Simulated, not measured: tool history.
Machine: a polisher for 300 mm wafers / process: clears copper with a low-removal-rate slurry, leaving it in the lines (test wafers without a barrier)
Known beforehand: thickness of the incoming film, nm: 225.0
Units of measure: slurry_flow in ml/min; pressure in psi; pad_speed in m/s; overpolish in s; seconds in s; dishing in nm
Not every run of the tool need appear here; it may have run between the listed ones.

run,hour,slurry_flow,pressure,pad_speed,slurry_solids,overpolish,seconds,dishing
1,0.0,315,3.2,0.94,1.00,8,68.416,16.411
2,7.3,315,3.2,0.94,0.85,8,68.841,16.107
3,13.2,250,3.2,0.94,0.85,8,68.158,15.818
4,19.3,250,3.8,0.94,0.85,8,59.404,18.344
5,22.6,210,3.8,0.94,0.85,8,62.487,18.497
6,27.0,190,3.8,0.94,0.85,8,60.600,17.314
7,30.8,190,3.9,0.94,0.85,8,60.858,18.111

Forecast run 8:
8,31.9,190,4.5,0.98,0.85,5,?,?

Run 8 produced seconds 49.460 s, dishing 14.135 nm.
